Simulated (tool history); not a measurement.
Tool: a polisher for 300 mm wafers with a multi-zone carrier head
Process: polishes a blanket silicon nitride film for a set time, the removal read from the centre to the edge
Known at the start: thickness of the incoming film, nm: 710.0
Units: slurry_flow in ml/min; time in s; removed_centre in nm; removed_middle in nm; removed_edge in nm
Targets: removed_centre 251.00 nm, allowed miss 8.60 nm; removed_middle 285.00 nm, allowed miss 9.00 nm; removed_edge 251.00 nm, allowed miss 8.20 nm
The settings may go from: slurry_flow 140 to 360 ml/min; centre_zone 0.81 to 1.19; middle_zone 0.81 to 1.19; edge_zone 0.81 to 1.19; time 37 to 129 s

run	hour	slurry_flow	centre_zone	middle_zone	edge_zone	time	removed_centre	removed_middle	removed_edge
1	0.0	230	1.00	1.00	1.00	83	197.27	198.11	201.80
2	7.3	180	1.00	1.00	1.00	83	188.47	193.23	199.77
3	15.2	195	1.01	1.04	1.01	86	201.90	209.94	206.26
4	18.6	195	1.01	1.01	1.01	86	201.89	203.47	204.34
5	25.6	205	1.01	1.04	1.02	89	213.12	213.29	218.80
6	29.8	205	1.01	1.04	1.02	109	255.78	263.84	267.47
7	37.0	205	1.01	1.06	1.00	109	254.12	265.19	259.95
8	41.9	205	1.01	1.08	0.99	109	254.34	268.44	263.39

5 next moves are on the table. One of them brings every result within its allowed miss. Which?
A	46.8	160	1.19	1.19	0.95	102	?	?	?
B	46.8	180	1.14	1.19	0.85	105	?	?	?
C	46.8	160	1.00	1.19	0.81	110	?	?	?
D	46.8	195	0.99	1.19	0.92	109	?	?	?
E	46.8	170	1.07	1.05	1.10	108	?	?	?

move	removed_centre	removed_middle	removed_edge
A	278.49	260.04	237.05
B	279.19	271.84	234.45
C	252.07	280.77	237.82
D	254.14	285.12	254.10
E	267.08	256.39	271.54
A: further off than the last run
B: further off than the last run
C: brings the result that was furthest off to its target, and leaves another outside
D: meets every target
E: further off than the last run
Answer: D
